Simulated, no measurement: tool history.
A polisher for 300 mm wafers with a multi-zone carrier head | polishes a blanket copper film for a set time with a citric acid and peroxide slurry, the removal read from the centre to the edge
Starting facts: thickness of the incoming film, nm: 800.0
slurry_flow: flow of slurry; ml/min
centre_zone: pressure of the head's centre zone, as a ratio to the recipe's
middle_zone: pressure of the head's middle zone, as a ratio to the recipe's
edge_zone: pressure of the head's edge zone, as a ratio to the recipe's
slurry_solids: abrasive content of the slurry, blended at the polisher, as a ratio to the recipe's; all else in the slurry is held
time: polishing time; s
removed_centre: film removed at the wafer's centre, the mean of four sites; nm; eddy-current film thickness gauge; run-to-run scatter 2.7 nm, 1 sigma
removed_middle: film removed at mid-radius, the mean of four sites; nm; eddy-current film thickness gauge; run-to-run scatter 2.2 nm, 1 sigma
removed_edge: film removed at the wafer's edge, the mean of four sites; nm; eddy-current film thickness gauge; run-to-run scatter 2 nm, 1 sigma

run,hour,slurry_flow,centre_zone,middle_zone,edge_zone,slurry_solids,time,removed_centre,removed_middle,removed_edge
1,0.0,210,1.00,1.00,1.00,1.00,81,261.23,265.30,255.22
2,8.7,210,1.00,0.95,1.00,1.00,81,257.69,249.34,253.73
3,11.0,190,1.00,0.95,1.00,1.00,81,255.80,248.88,248.03
4,15.2,190,1.00,0.94,1.00,0.95,80,244.39,237.24,248.36
5,21.8,190,1.01,0.93,0.98,0.95,79,248.29,236.37,241.02
6,23.7,190,1.01,0.93,0.98,1.15,79,261.24,247.27,254.85
7,27.8,190,1.01,0.92,0.97,1.10,79,257.82,236.48,249.04
8,34.1,190,1.01,0.92,0.97,1.10,79,252.35,234.88,249.25
9,39.4,190,1.02,0.91,0.96,1.05,79,256.58,239.63,247.05
10,41.7,170,1.08,0.82,1.00,0.95,61,198.55,158.30,184.09

What does the tool deliver on the next run?
11,46.8,180,1.08,0.83,1.01,0.95,61,?,?,?

{"run 11": {"removed_centre": 203.81, "removed_middle": 163.91, "removed_edge": 188.39}}

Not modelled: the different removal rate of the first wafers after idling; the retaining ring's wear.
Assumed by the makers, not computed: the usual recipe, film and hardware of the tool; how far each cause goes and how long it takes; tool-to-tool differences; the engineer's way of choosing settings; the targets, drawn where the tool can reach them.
